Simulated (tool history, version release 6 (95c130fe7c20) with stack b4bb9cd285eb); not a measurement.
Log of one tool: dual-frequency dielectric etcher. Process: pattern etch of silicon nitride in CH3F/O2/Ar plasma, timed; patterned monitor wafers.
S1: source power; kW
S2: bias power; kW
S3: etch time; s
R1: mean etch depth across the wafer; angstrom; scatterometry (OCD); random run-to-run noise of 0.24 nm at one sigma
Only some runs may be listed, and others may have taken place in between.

run	hour	S1	S2	S3	R1
1	0.0	0.350	0.054	49.0	304.19
2	6.1	0.290	0.054	49.0	282.67
3	9.5	0.290	0.046	49.0	268.39
4	17.2	0.290	0.046	49.0	269.83
5	17.9	0.230	0.046	49.0	249.04
6	25.3	0.210	0.046	49.0	239.75
7	30.8	0.250	0.048	49.0	255.23
8	36.4	0.280	0.049	49.0	269.38
9	37.6	0.310	0.050	49.0	284.14
10	40.0	0.330	0.051	49.0	289.21

For run 11, what comes out?
11	43.1	0.350	0.052	49.0	?

{"run 11": {"R1": 300.48}}
